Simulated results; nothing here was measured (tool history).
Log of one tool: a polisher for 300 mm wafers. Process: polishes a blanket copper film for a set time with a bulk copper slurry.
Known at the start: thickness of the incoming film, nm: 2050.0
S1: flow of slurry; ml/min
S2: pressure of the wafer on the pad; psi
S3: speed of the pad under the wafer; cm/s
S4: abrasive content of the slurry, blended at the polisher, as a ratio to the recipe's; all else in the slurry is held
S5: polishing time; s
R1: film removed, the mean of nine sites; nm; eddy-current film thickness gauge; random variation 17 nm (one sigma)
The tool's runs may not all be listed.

| run | day | S1 | S2 | S3 | S4 | S5 | R1 |
|---|---|---|---|---|---|---|---|
| 1 | 0 | 300 | 3.4 | 100 | 1 | 86 | 921.98 |
| 2 | 0.104 | 300 | 3.6 | 100 | 1 | 86 | 951.76 |
| 3 | 0.346 | 300 | 3.8 | 100 | 1 | 86 | 1032.1 |
| 4 | 0.6 | 300 | 3.8 | 100 | 0.85 | 86 | 989.42 |
| 5 | 0.688 | 300 | 3.8 | 100 | 1.05 | 86 | 1024.9 |
| 6 | 1.021 | 300 | 3.8 | 100 | 1.05 | 86 | 1038.3 |
| 7 | 1.242 | 300 | 3.8 | 100 | 1.05 | 86 | 1031.3 |

The next listed run, before its measurement:
| 8 | 1.554 | 300 | 3.9 | 100 | 1.05 | 86 | ? |

Run 8 gave R1 1061.2 nm.

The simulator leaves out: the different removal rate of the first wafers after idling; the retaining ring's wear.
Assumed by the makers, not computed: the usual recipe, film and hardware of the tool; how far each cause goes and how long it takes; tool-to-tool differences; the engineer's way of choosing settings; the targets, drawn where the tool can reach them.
